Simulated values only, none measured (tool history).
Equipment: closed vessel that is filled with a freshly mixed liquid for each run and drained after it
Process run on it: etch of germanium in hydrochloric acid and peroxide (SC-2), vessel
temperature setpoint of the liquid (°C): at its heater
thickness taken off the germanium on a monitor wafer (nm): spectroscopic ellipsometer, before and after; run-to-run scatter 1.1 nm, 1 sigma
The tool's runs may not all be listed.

run,hour,temperature setpoint of the liquid (°C),parts of water to one part each of 37 % hydrochloric acid and 30 % peroxide (parts by volume),time in the liquid (s),thickness taken off the germanium on a monitor wafer (nm)
1,0.0,49.0,11.5,95,264.39
2,6.2,49.0,11.5,100,276.34
3,7.0,46.5,11.5,100,256.11
4,8.5,46.5,11.5,100,253.56
5,13.5,52.0,11.5,100,301.66
6,18.1,52.0,11.5,100,306.88
7,24.9,48.5,12.0,100,273.14
8,32.6,46.0,12.0,100,250.99
9,37.0,44.5,12.0,100,239.54
10,37.8,43.5,12.0,100,230.10

What does the tool deliver on the next run?
11,42.0,43.0,12.0,100,?

thickness taken off the germanium on a monitor wafer (nm): 227.64
